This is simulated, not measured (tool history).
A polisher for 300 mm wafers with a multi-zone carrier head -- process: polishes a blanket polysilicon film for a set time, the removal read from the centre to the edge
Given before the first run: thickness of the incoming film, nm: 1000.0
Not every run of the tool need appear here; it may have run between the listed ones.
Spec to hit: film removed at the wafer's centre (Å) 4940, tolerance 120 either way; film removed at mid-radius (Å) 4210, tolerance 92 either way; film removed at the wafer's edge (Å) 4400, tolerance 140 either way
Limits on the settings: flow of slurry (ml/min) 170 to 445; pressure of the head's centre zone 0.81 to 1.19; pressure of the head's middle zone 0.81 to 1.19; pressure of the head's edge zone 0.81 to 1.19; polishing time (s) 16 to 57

| run | day | flow of slurry (ml/min) | pressure of the head's centre zone | pressure of the head's middle zone | pressure of the head's edge zone | polishing time (s) | film removed at the wafer's centre (Å) | film removed at mid-radius (Å) | film removed at the wafer's edge (Å) |
|---|---|---|---|---|---|---|---|---|---|
| 1 | 0 | 285 | 1 | 1 | 1 | 36 | 3027.6 | 2935.7 | 3078.2 |
| 2 | 0.146 | 285 | 1 | 1 | 1.05 | 36 | 3053 | 2985.2 | 3098.8 |
| 3 | 0.504 | 285 | 1 | 0.96 | 1.05 | 36 | 3073.3 | 2865.2 | 3041 |
| 4 | 0.583 | 285 | 1 | 0.96 | 1.08 | 36 | 3035.9 | 2866.3 | 3156.4 |
| 5 | 0.658 | 300 | 1.04 | 0.98 | 1.1 | 38 | 3320 | 3051.5 | 3401.5 |
| 6 | 0.808 | 305 | 1.07 | 1 | 1.07 | 40 | 3625 | 3299.9 | 3492.2 |
| 7 | 0.862 | 365 | 1.17 | 1.07 | 1.17 | 47 | 4797.5 | 4090 | 4398.4 |
| 8 | 0.996 | 365 | 1.17 | 1.07 | 1.17 | 47 | 4795.4 | 4083.5 | 4331.3 |
| 9 | 1.246 | 370 | 1.17 | 1.07 | 1.17 | 47 | 4767 | 4072.5 | 4338 |
| 10 | 1.458 | 370 | 1.18 | 1.08 | 1.17 | 47 | 4820.1 | 4137.3 | 4429.9 |

Which single option among these 5 for the next run brings every result within its allowed miss of target? Just one does.
| A | 1.671 | 390 | 1.11 | 1.02 | 1.19 | 50 | ? | ? | ? |
| B | 1.671 | 260 | 1.13 | 1.01 | 1.11 | 50 | ? | ? | ? |
| C | 1.671 | 365 | 1.15 | 1.08 | 1.19 | 47 | ? | ? | ? |
| D | 1.671 | 355 | 1.16 | 1.04 | 1.08 | 49 | ? | ? | ? |
| E | 1.671 | 400 | 1.11 | 1.08 | 1.19 | 48 | ? | ? | ? |

| move | film removed at the wafer's centre (Å) | film removed at mid-radius (Å) | film removed at the wafer's edge (Å) |
|---|---|---|---|
| A | 4824.5 | 4290.2 | 4685.7 |
| B | 4697.7 | 4097.6 | 4384.4 |
| C | 4672.5 | 4149.6 | 4384 |
| D | 4899.9 | 4219.9 | 4342.3 |
| E | 4642.8 | 4269.8 | 4502.5 |
A: gets the furthest-off result to its target, but another result is out of tolerance
B: its largest miss is bigger than the last run's
C: its largest miss is bigger than the last run's
D: meets every target
E: its largest miss is bigger than the last run's
Go with D: it meets all targets.

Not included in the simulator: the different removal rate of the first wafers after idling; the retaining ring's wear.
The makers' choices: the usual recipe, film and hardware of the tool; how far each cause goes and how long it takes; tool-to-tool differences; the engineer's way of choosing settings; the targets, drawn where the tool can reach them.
